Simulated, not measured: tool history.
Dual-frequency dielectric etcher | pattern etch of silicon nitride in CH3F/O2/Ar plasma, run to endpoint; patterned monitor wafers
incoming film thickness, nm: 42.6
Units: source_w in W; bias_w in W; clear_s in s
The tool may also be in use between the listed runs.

run 1 hour=0 | source_w=550 bias_w=73 | clear_s=53.786
run 2 hour=3.5 | source_w=530 bias_w=72 | clear_s=55.01
run 3 hour=8.6 | source_w=460 bias_w=72 | clear_s=57.866
run 4 hour=12.4 | source_w=450 bias_w=72 | clear_s=59.39
run 5 hour=20.2 | source_w=450 bias_w=85 | clear_s=55.415
run 6 hour=26.8 | source_w=490 bias_w=85 | clear_s=54.237

Forecast run 7:
run 7 hour=27.7 | source_w=470 bias_w=84 | clear_s=?

Run 7 gave clear_s 54.953 s.
